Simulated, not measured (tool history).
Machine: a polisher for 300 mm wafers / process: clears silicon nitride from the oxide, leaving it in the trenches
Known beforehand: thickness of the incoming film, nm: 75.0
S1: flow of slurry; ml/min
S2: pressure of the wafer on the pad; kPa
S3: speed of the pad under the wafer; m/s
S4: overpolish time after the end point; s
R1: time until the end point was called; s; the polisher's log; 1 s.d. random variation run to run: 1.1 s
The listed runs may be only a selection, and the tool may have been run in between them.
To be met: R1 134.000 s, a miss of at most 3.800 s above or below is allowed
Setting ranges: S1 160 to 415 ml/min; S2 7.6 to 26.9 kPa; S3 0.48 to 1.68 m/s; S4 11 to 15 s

run  hour   S1    S2    S3  S4      R1
  1   0.0  265  17.2  1.08  15  70.128
  2   5.9  265  15.2  1.08  15  78.106
  3  13.7  215  15.2  1.08  15  79.646
  4  16.5  270  15.2  1.08  15  78.549
  5  21.7  270  15.2  1.08  11  79.033
  6  23.7  270  19.3  1.08  11  62.512
     27.9  -- head pressure recalibrated
  7  27.9  270  17.2  1.06  11  74.798
  8  35.1  270  15.2  1.04  11  85.382
  9  37.6  270  13.8  1.04  11  94.360

Exercise: of the 4 proposed moves below, exactly one satisfies all targets within the stated allowed misses. Which move is it?
  A  40.1  230  13.8  0.60  11   ?
  B  40.1  315  11.0  0.70  11   ?
  C  40.1  265  11.0  0.70  11   ?
  D  40.1  160  11.0  0.80  11   ?

move       R1
   A  135.670
   B  144.970
   C  147.190
   D  143.780
A: all results land within tolerance of their targets
B: takes the biggest miss from the last run beyond its target
C: takes the biggest miss from the last run beyond its target
D: takes the biggest miss from the last run beyond its target
A is the move that brings every result within its allowed miss.
